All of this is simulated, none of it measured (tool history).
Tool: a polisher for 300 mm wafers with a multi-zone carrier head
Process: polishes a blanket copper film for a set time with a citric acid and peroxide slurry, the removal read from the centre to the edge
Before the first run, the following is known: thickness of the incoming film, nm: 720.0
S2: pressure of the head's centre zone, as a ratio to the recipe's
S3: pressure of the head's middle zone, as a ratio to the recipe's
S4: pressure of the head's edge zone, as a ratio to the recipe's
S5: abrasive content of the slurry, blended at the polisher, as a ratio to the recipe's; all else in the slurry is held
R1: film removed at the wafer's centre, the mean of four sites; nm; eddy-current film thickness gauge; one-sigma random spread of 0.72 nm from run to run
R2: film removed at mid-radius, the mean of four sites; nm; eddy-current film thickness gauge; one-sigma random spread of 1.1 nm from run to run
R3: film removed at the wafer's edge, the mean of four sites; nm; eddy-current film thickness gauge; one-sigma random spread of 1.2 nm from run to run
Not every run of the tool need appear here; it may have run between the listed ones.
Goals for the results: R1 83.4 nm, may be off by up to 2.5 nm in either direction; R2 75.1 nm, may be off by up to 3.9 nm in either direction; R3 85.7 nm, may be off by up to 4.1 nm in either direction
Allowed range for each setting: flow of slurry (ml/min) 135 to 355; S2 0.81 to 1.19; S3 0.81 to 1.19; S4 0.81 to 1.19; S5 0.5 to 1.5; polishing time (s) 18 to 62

run 1 hour=0 | flow_of_slurry_(ml/min)=225 S2=1 S3=1 S4=1 S5=1 polishing_time_(s)=40 | R1=82.709 R2=81.819 R3=85.191
run 2 hour=7 | flow_of_slurry_(ml/min)=225 S2=0.92 S3=1 S4=1 S5=1 polishing_time_(s)=40 | R1=78.019 R2=82.452 R3=84.088
run 3 hour=10.9 | flow_of_slurry_(ml/min)=225 S2=0.92 S3=1 S4=1 S5=0.85 polishing_time_(s)=40 | R1=74.186 R2=79.626 R3=79.84
run 4 hour=15.6 | flow_of_slurry_(ml/min)=235 S2=0.95 S3=0.98 S4=1.01 S5=0.85 polishing_time_(s)=40 | R1=78.118 R2=78.225 R3=82.344
-- hour=24.5 worn pad replaced by a new one
run 5 hour=24.5 | flow_of_slurry_(ml/min)=235 S2=0.88 S3=0.98 S4=1.01 S5=0.85 polishing_time_(s)=40 | R1=80.611 R2=89.295 R3=89.041
run 6 hour=32.4 | flow_of_slurry_(ml/min)=230 S2=0.91 S3=0.95 S4=1.01 S5=0.85 polishing_time_(s)=40 | R1=80.892 R2=84.549 R3=90.861
run 7 hour=35.3 | flow_of_slurry_(ml/min)=230 S2=0.94 S3=0.95 S4=1.01 S5=0.85 polishing_time_(s)=40 | R1=85.926 R2=86.036 R3=90.211
run 8 hour=41.3 | flow_of_slurry_(ml/min)=220 S2=0.97 S3=0.95 S4=1.04 S5=0.8 polishing_time_(s)=39 | R1=82.672 R2=80.489 R3=87.396

Next run, 5 choices. One meets every target within its allowed miss, the rest don't. Which?
run A hour=47.3 | flow_of_slurry_(ml/min)=250 S2=0.97 S3=1.09 S4=0.99 S5=0.65 polishing_time_(s)=40 | R1=? R2=? R3=?
run B hour=47.3 | flow_of_slurry_(ml/min)=210 S2=0.91 S3=0.98 S4=0.98 S5=0.75 polishing_time_(s)=42 | R1=? R2=? R3=?
run C hour=47.3 | flow_of_slurry_(ml/min)=230 S2=1.01 S3=0.89 S4=1.09 S5=0.8 polishing_time_(s)=37 | R1=? R2=? R3=?
run D hour=47.3 | flow_of_slurry_(ml/min)=290 S2=0.98 S3=1.08 S4=0.97 S5=0.65 polishing_time_(s)=40 | R1=? R2=? R3=?
run E hour=47.3 | flow_of_slurry_(ml/min)=230 S2=0.97 S3=1.06 S4=1.05 S5=0.75 polishing_time_(s)=40 | R1=? R2=? R3=?

move=A R1=82.687 R2=87.07 R3=81.429
move=B R1=83.144 R2=87.155 R3=87.84
move=C R1=84.292 R2=74.528 R3=83.932
move=D R1=85.149 R2=88.021 R3=81.763
move=E R1=85.751 R2=88.686 R3=87.14
A: misses by more than the last run did
B: misses by more than the last run did
C: each result inside its tolerance
D: misses by more than the last run did
E: misses by more than the last run did
So the answer is move C, the one that meets all the targets.
